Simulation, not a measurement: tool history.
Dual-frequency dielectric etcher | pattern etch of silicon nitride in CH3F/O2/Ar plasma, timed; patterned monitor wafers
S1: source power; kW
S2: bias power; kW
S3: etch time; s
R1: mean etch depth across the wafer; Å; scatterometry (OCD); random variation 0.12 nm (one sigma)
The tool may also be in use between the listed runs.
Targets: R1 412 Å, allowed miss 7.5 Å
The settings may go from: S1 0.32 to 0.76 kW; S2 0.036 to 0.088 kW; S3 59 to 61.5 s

run 1 day=0 | S1=0.54 S2=0.062 S3=59 | R1=455.53
run 2 day=0.2 | S1=0.52 S2=0.062 S3=59 | R1=446.6
run 3 day=0.475 | S1=0.5 S2=0.062 S3=59 | R1=437.19
run 4 day=0.762 | S1=0.59 S2=0.062 S3=59 | R1=479.23
run 5 day=1.104 | S1=0.56 S2=0.062 S3=59 | R1=466.39
run 6 day=1.229 | S1=0.56 S2=0.062 S3=59 | R1=465.97
run 7 day=1.542 | S1=0.54 S2=0.062 S3=59 | R1=457.63
run 8 day=1.717 | S1=0.52 S2=0.062 S3=59 | R1=448.79
run 9 day=1.975 | S1=0.5 S2=0.062 S3=59 | R1=438.77
run 10 day=2.108 | S1=0.42 S2=0.061 S3=59 | R1=392.48
run 11 day=2.129 | S1=0.43 S2=0.061 S3=59 | R1=400.13

Which of these 4 next moves meets every target?
run A day=2.15 | S1=0.42 S2=0.062 S3=61 | R1=?
run B day=2.15 | S1=0.4 S2=0.065 S3=59 | R1=?
run C day=2.15 | S1=0.43 S2=0.053 S3=60 | R1=?
run D day=2.15 | S1=0.41 S2=0.06 S3=59.5 | R1=?

move=A R1=409.84
move=B R1=390.95
move=C R1=388.75
move=D R1=389.8
A: meets every target
B: further off than the last run
C: further off than the last run
D: further off than the last run
Move A is the one to make.
